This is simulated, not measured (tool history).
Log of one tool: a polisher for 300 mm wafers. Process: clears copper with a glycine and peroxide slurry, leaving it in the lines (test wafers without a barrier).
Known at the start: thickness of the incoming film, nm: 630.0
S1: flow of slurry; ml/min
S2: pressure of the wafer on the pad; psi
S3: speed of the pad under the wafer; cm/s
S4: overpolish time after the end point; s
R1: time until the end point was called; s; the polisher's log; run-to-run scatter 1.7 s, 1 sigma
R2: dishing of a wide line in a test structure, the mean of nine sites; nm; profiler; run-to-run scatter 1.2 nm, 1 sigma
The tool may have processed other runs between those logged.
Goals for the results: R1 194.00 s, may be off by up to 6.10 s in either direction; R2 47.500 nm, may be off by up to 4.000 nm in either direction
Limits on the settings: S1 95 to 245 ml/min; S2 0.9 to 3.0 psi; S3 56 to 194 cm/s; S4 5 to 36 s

{"run": 1, "day": 0.0, "S1": 155, "S2": 1.9, "S3": 124, "S4": 18, "R1": 125.58, "R2": 52.295}
{"run": 2, "day": 0.133, "S1": 155, "S2": 1.5, "S3": 124, "S4": 18, "R1": 148.83, "R2": 43.151}
{"run": 3, "day": 0.35, "S1": 155, "S2": 1.3, "S3": 124, "S4": 18, "R1": 164.22, "R2": 42.722}
{"run": 4, "day": 0.662, "S1": 150, "S2": 1.2, "S3": 124, "S4": 20, "R1": 175.88, "R2": 42.74}
{"run": 5, "day": 0.892, "S1": 150, "S2": 1.2, "S3": 142, "S4": 20, "R1": 157.82, "R2": 47.853}
{"run": 6, "day": 1.067, "S1": 140, "S2": 1.1, "S3": 142, "S4": 21, "R1": 170.31, "R2": 45.073}
{"run": 7, "day": 1.175, "S1": 130, "S2": 1.1, "S3": 142, "S4": 22, "R1": 172.92, "R2": 46.729}
{"run": 8, "day": 1.325, "S1": 125, "S2": 1.1, "S3": 142, "S4": 23, "R1": 172.06, "R2": 47.063}
{"run": 9, "day": 1.646, "S1": 120, "S2": 1.0, "S3": 142, "S4": 24, "R1": 187.27, "R2": 46.593}
{"day": 1.804, "done": "slurry nozzle cleaned"}
{"run": 10, "day": 1.804, "S1": 115, "S2": 1.0, "S3": 142, "S4": 24, "R1": 172.84, "R2": 49.618}
{"run": 11, "day": 1.917, "S1": 125, "S2": 1.0, "S3": 140, "S4": 24, "R1": 174.82, "R2": 51.187}
{"run": 12, "day": 2.021, "S1": 120, "S2": 1.0, "S3": 138, "S4": 24, "R1": 175.98, "R2": 48.867}
{"run": 13, "day": 2.162, "S1": 120, "S2": 1.0, "S3": 132, "S4": 24, "R1": 180.81, "R2": 46.359}
{"run": 14, "day": 2.317, "S1": 120, "S2": 1.0, "S3": 128, "S4": 25, "R1": 184.57, "R2": 49.025}

Consider the 5 candidate settings below. Which is the only one whose results all fall within their allowed miss of target?
{"run": "A", "day": 2.471, "S1": 145, "S2": 1.1, "S3": 122, "S4": 26, "R1": "?", "R2": "?"}
{"run": "B", "day": 2.471, "S1": 100, "S2": 1.2, "S3": 126, "S4": 21, "R1": "?", "R2": "?"}
{"run": "C", "day": 2.471, "S1": 115, "S2": 1.3, "S3": 94, "S4": 25, "R1": "?", "R2": "?"}
{"run": "D", "day": 2.471, "S1": 120, "S2": 1.1, "S3": 110, "S4": 19, "R1": "?", "R2": "?"}
{"run": "E", "day": 2.471, "S1": 135, "S2": 1.0, "S3": 142, "S4": 24, "R1": "?", "R2": "?"}

move=A R1=172.63 R2=51.866
move=B R1=168.64 R2=45.432
move=C R1=192.16 R2=47.933
move=D R1=190.65 R2=38.603
move=E R1=166.68 R2=49.521
A: misses by more than the last run did
B: misses by more than the last run did
C: each result inside its tolerance
D: brings the last run's worst result on target, with another outside its allowed miss
E: misses by more than the last run did
C meets every target.
